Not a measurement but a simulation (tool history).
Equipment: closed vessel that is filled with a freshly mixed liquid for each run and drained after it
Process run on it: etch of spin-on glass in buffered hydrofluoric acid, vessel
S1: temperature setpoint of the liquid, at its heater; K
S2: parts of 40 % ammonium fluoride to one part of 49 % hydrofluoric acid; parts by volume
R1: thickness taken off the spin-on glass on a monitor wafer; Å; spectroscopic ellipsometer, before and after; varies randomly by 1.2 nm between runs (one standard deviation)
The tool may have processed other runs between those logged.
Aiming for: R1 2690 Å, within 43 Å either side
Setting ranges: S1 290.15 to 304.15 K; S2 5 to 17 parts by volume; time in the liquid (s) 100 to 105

Run 1, hour 0: S1 296.15 K, S2 10.5 parts by volume, time in the liquid (s) 100. Result: R1 1960.5 Å.
Run 2, hour 6.3: S1 296.15 K, S2 13 parts by volume, time in the liquid (s) 100. Result: R1 1598.4 Å.
Run 3, hour 14.3: S1 296.15 K, S2 15 parts by volume, time in the liquid (s) 100. Result: R1 1404.9 Å.
Run 4, hour 18.6: S1 296.15 K, S2 13.5 parts by volume, time in the liquid (s) 100. Result: R1 1544.4 Å.
Run 5, hour 19.8: S1 296.15 K, S2 12 parts by volume, time in the liquid (s) 100. Result: R1 1741.5 Å.
Run 6, hour 23.4: S1 298.65 K, S2 12 parts by volume, time in the liquid (s) 100. Result: R1 1990 Å.
Run 7, hour 25.5: S1 300.15 K, S2 12 parts by volume, time in the liquid (s) 100. Result: R1 2164.1 Å.
Run 8, hour 29.5: S1 301.15 K, S2 12 parts by volume, time in the liquid (s) 100. Result: R1 2261.9 Å.
Run 9, hour 33.1: S1 304.15 K, S2 11.5 parts by volume, time in the liquid (s) 100. Result: R1 2750.9 Å.

Which one of the following 4 next-run settings gets every result inside its allowed miss? There is exactly one.
Run A, hour 36.7: S1 303.65 K, S2 11.5 parts by volume, time in the liquid (s) 100. Result: R1 ?.
Run B, hour 36.7: S1 304.15 K, S2 12 parts by volume, time in the liquid (s) 105. Result: R1 ?.
Run C, hour 36.7: S1 304.15 K, S2 12.5 parts by volume, time in the liquid (s) 100. Result: R1 ?.
Run D, hour 36.7: S1 303.65 K, S2 12 parts by volume, time in the liquid (s) 100. Result: R1 ?.

move      R1
   A  2691.5
   B    2783
   C  2546.9
   D  2582.1
A: each result inside its tolerance
B: lands further from the targets than the last run did
C: carries the result that was furthest off beyond its target, to the other side
D: carries the result that was furthest off beyond its target, to the other side
A is the move that brings every result within its allowed miss.
